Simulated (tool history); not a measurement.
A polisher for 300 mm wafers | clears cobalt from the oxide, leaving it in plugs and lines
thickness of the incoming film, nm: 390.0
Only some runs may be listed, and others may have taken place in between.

run,day,flow of slurry (ml/min),pressure of the wafer on the pad (psi),speed of the pad under the wafer (m/s),overpolish time after the end point (s),time until the end point was called (s),dishing of a wide line in a test structure (angstrom)
1,0.000,130,1.8,1.16,19,70.784,706.12
2,0.208,130,1.8,1.16,16,68.768,641.91
3,0.346,130,1.8,1.16,11,69.993,507.13
4,0.504,125,1.6,1.14,11,79.334,444.97
5,0.658,155,1.6,1.14,11,75.562,480.86
6,0.688,155,1.2,1.14,11,96.608,397.43
7,0.796,145,1.1,1.12,12,107.660,390.42
8,1.042,135,1.0,1.12,12,122.080,359.43

Estimate the outcome of run 9 from the log above:
9,1.396,130,1.0,1.12,12,?,?

time until the end point was called (s): 122.190
dishing of a wide line in a test structure (angstrom): 348.57
